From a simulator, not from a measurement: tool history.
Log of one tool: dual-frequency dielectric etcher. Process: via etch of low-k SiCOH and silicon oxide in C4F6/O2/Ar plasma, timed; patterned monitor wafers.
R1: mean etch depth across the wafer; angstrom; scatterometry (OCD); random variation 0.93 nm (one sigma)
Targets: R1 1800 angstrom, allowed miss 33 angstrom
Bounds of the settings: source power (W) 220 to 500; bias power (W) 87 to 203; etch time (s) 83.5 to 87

{"run": 1, "hour": 0.0, "source power (W)": 360, "bias power (W)": 145, "etch time (s)": 83.5, "R1": 2110.1}
{"run": 2, "hour": 8.3, "source power (W)": 360, "bias power (W)": 145, "etch time (s)": 87, "R1": 2194.4}
{"run": 3, "hour": 15.7, "source power (W)": 330, "bias power (W)": 138, "etch time (s)": 86.5, "R1": 2093.7}
{"run": 4, "hour": 20.4, "source power (W)": 300, "bias power (W)": 133, "etch time (s)": 86.5, "R1": 2018.8}
{"run": 5, "hour": 22.3, "source power (W)": 280, "bias power (W)": 128, "etch time (s)": 86.5, "R1": 1935.4}
{"run": 6, "hour": 24.7, "source power (W)": 270, "bias power (W)": 127, "etch time (s)": 86.5, "R1": 1913.9}
{"run": 7, "hour": 26.8, "source power (W)": 220, "bias power (W)": 119, "etch time (s)": 86.5, "R1": 1744.8}
{"run": 8, "hour": 33.0, "source power (W)": 230, "bias power (W)": 119, "etch time (s)": 86.5, "R1": 1760.9}

5 next moves are on the table. One of them brings every result within its allowed miss. Which?
{"run": "A", "hour": 39.2, "source power (W)": 220, "bias power (W)": 125, "etch time (s)": 84.5, "R1": "?"}
{"run": "B", "hour": 39.2, "source power (W)": 230, "bias power (W)": 116, "etch time (s)": 84, "R1": "?"}
{"run": "C", "hour": 39.2, "source power (W)": 230, "bias power (W)": 115, "etch time (s)": 84, "R1": "?"}
{"run": "D", "hour": 39.2, "source power (W)": 220, "bias power (W)": 114, "etch time (s)": 87, "R1": "?"}
{"run": "E", "hour": 39.2, "source power (W)": 290, "bias power (W)": 88, "etch time (s)": 86, "R1": "?"}

move=A R1=1699.6
move=B R1=1687.7
move=C R1=1684.3
move=D R1=1711.9
move=E R1=1777.4
A: further off than the last run
B: further off than the last run
C: further off than the last run
D: further off than the last run
E: meets every target
The right move is E.

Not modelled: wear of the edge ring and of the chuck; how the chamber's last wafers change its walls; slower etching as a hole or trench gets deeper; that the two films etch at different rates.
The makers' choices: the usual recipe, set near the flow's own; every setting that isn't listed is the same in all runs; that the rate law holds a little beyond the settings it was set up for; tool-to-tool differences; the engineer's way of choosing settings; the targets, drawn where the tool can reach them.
